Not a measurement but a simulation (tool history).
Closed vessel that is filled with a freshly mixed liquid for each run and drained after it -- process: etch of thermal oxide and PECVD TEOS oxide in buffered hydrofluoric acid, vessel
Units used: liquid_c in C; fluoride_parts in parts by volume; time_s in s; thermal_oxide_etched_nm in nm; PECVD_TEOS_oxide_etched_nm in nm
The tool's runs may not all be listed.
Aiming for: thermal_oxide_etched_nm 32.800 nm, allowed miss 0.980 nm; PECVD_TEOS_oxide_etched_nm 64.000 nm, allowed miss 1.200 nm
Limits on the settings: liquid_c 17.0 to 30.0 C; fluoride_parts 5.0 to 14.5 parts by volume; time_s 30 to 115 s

Run 1, hour 0.0: liquid_c 22.0 C, fluoride_parts 9.0 parts by volume, time_s 60 s. Result: thermal_oxide_etched_nm 77.603 nm, PECVD_TEOS_oxide_etched_nm 153.380 nm.
Run 2, hour 2.4: liquid_c 20.5 C, fluoride_parts 11.0 parts by volume, time_s 60 s. Result: thermal_oxide_etched_nm 61.648 nm, PECVD_TEOS_oxide_etched_nm 118.340 nm.
Run 3, hour 9.1: liquid_c 19.5 C, fluoride_parts 12.0 parts by volume, time_s 55 s. Result: thermal_oxide_etched_nm 48.201 nm, PECVD_TEOS_oxide_etched_nm 93.969 nm.
Run 4, hour 9.8: liquid_c 19.5 C, fluoride_parts 12.0 parts by volume, time_s 75 s. Result: thermal_oxide_etched_nm 65.578 nm, PECVD_TEOS_oxide_etched_nm 128.180 nm.
Run 5, hour 14.8: liquid_c 21.5 C, fluoride_parts 12.0 parts by volume, time_s 75 s. Result: thermal_oxide_etched_nm 72.841 nm, PECVD_TEOS_oxide_etched_nm 143.640 nm.
At hour 16.7: hydrofluoric acid flow meter replaced.
Run 6, hour 16.7: liquid_c 21.5 C, fluoride_parts 12.0 parts by volume, time_s 60 s. Result: thermal_oxide_etched_nm 56.183 nm, PECVD_TEOS_oxide_etched_nm 108.690 nm.
Run 7, hour 22.2: liquid_c 20.0 C, fluoride_parts 13.0 parts by volume, time_s 60 s. Result: thermal_oxide_etched_nm 47.157 nm, PECVD_TEOS_oxide_etched_nm 90.648 nm.
Run 8, hour 26.6: liquid_c 19.0 C, fluoride_parts 13.5 parts by volume, time_s 60 s. Result: thermal_oxide_etched_nm 41.724 nm, PECVD_TEOS_oxide_etched_nm 82.617 nm.
Run 9, hour 33.4: liquid_c 18.0 C, fluoride_parts 14.5 parts by volume, time_s 55 s. Result: thermal_oxide_etched_nm 34.259 nm, PECVD_TEOS_oxide_etched_nm 66.735 nm.

Which single option among these 4 for the next run brings every result within its allowed miss of target? Just one does.
Run A, hour 40.2: liquid_c 20.0 C, fluoride_parts 14.0 parts by volume, time_s 50 s. Result: thermal_oxide_etched_nm ?, PECVD_TEOS_oxide_etched_nm ?.
Run B, hour 40.2: liquid_c 17.5 C, fluoride_parts 14.5 parts by volume, time_s 60 s. Result: thermal_oxide_etched_nm ?, PECVD_TEOS_oxide_etched_nm ?.
Run C, hour 40.2: liquid_c 17.5 C, fluoride_parts 14.0 parts by volume, time_s 50 s. Result: thermal_oxide_etched_nm ?, PECVD_TEOS_oxide_etched_nm ?.
Run D, hour 40.2: liquid_c 17.5 C, fluoride_parts 13.5 parts by volume, time_s 50 s. Result: thermal_oxide_etched_nm ?, PECVD_TEOS_oxide_etched_nm ?.

move  thermal_oxide_etched_nm  PECVD_TEOS_oxide_etched_nm
   A                   36.277                      71.313
   B                   36.514                      71.780
   C                   31.497                      61.916
   D                   32.642                      64.168
A: the biggest miss grows against the last run
B: the biggest miss grows against the last run
C: takes the biggest miss from the last run beyond its target
D: meets every target
The move that meets every target is D.

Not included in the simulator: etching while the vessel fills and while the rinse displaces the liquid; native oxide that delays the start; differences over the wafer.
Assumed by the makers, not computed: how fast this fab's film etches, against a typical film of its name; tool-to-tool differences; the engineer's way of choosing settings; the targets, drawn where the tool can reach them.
